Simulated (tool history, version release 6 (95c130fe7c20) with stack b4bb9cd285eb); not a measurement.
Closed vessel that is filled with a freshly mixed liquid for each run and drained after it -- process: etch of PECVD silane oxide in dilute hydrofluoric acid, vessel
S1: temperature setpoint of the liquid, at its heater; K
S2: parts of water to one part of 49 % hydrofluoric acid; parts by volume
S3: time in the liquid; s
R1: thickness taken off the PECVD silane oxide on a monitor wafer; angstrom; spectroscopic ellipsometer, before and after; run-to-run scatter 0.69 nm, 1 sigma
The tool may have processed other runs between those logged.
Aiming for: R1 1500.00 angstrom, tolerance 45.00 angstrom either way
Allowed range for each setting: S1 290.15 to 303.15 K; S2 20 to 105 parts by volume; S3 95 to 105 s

{"run": 1, "day": 0.0, "S1": 295.15, "S2": 55, "S3": 95, "R1": 433.03}
{"run": 2, "day": 0.167, "S1": 298.65, "S2": 55, "S3": 95, "R1": 498.97}
{"run": 3, "day": 0.471, "S1": 300.15, "S2": 45, "S3": 100, "R1": 693.92}
{"run": 4, "day": 0.742, "S1": 301.15, "S2": 35, "S3": 100, "R1": 938.32}
{"run": 5, "day": 0.879, "S1": 301.15, "S2": 35, "S3": 105, "R1": 985.39}
{"run": 6, "day": 1.117, "S1": 301.15, "S2": 35, "S3": 95, "R1": 895.56}
{"run": 7, "day": 1.2, "S1": 301.15, "S2": 35, "S3": 95, "R1": 899.76}
{"run": 8, "day": 1.538, "S1": 301.15, "S2": 35, "S3": 95, "R1": 893.41}
{"run": 9, "day": 1.704, "S1": 301.65, "S2": 30, "S3": 95, "R1": 1074.6}
{"run": 10, "day": 1.75, "S1": 303.15, "S2": 20, "S3": 95, "R1": 1739.7}
{"run": 11, "day": 1.825, "S1": 302.65, "S2": 20, "S3": 95, "R1": 1701.5}
{"run": 12, "day": 1.929, "S1": 301.65, "S2": 20, "S3": 95, "R1": 1646.4}
{"run": 13, "day": 2.258, "S1": 301.65, "S2": 20, "S3": 95, "R1": 1617.5}
{"run": 14, "day": 2.475, "S1": 300.65, "S2": 20, "S3": 95, "R1": 1568.9}

Below are 4 possible settings for the next run. Only one of them brings all results inside the allowed miss of their targets. Which is it?
{"run": "A", "day": 2.692, "S1": 301.65, "S2": 25, "S3": 100, "R1": "?"}
{"run": "B", "day": 2.692, "S1": 301.15, "S2": 25, "S3": 105, "R1": "?"}
{"run": "C", "day": 2.692, "S1": 300.65, "S2": 25, "S3": 105, "R1": "?"}
{"run": "D", "day": 2.692, "S1": 298.65, "S2": 20, "S3": 100, "R1": "?"}

move=A R1=1366.40
move=B R1=1405.70
move=C R1=1377.30
move=D R1=1520.50
A: moves the result that the last run missed by most past its target, out the other side
B: moves the result that the last run missed by most past its target, out the other side
C: moves the result that the last run missed by most past its target, out the other side
D: hits every target within its allowed miss
The right move is D.
